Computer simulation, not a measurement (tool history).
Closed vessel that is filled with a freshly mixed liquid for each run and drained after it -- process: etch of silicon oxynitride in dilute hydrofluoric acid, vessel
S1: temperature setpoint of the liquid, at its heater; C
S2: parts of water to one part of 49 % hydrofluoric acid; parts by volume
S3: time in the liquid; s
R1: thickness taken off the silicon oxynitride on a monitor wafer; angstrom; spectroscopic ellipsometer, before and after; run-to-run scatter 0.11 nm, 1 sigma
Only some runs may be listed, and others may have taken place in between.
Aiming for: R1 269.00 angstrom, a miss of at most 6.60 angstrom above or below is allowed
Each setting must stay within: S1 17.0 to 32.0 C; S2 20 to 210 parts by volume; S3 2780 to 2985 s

Run 1, day 0.000: S1 24.0 C, S2 115 parts by volume, S3 2780 s. Result: R1 338.56 angstrom.
Run 2, day 0.083: S1 24.0 C, S2 85 parts by volume, S3 2780 s. Result: R1 473.02 angstrom.
Run 3, day 0.108: S1 22.5 C, S2 90 parts by volume, S3 2780 s. Result: R1 414.00 angstrom.
Run 4, day 0.196: S1 22.5 C, S2 90 parts by volume, S3 2780 s. Result: R1 411.55 angstrom.
Run 5, day 0.308: S1 22.5 C, S2 90 parts by volume, S3 2780 s. Result: R1 411.98 angstrom.
Run 6, day 0.683: S1 21.0 C, S2 95 parts by volume, S3 2780 s. Result: R1 361.73 angstrom.
Run 7, day 1.000: S1 20.0 C, S2 95 parts by volume, S3 2780 s. Result: R1 345.39 angstrom.
Run 8, day 1.250: S1 19.5 C, S2 100 parts by volume, S3 2780 s. Result: R1 317.99 angstrom.
Run 9, day 1.583: S1 19.0 C, S2 100 parts by volume, S3 2780 s. Result: R1 312.27 angstrom.
Run 10, day 1.862: S1 18.5 C, S2 100 parts by volume, S3 2780 s. Result: R1 302.47 angstrom.
Run 11, day 1.929: S1 18.0 C, S2 100 parts by volume, S3 2780 s. Result: R1 296.21 angstrom.

Of the 5 settings listed for the next run, only one would bring every result within its allowed miss of target. Which one?
Run A, day 1.996: S1 17.0 C, S2 90 parts by volume, S3 2830 s. Result: R1 ?.
Run B, day 1.996: S1 17.5 C, S2 90 parts by volume, S3 2970 s. Result: R1 ?.
Run C, day 1.996: S1 19.5 C, S2 120 parts by volume, S3 2845 s. Result: R1 ?.
Run D, day 1.996: S1 17.5 C, S2 95 parts by volume, S3 2970 s. Result: R1 ?.
Run E, day 1.996: S1 17.0 C, S2 110 parts by volume, S3 2780 s. Result: R1 ?.

move      R1
   A  319.43
   B  343.77
   C  267.13
   D  324.61
   E  253.44
A: further off than the last run
B: further off than the last run
C: every result lands within tolerance
D: further off than the last run
E: takes the biggest miss from the last run beyond its target
Go with C: it meets all targets.
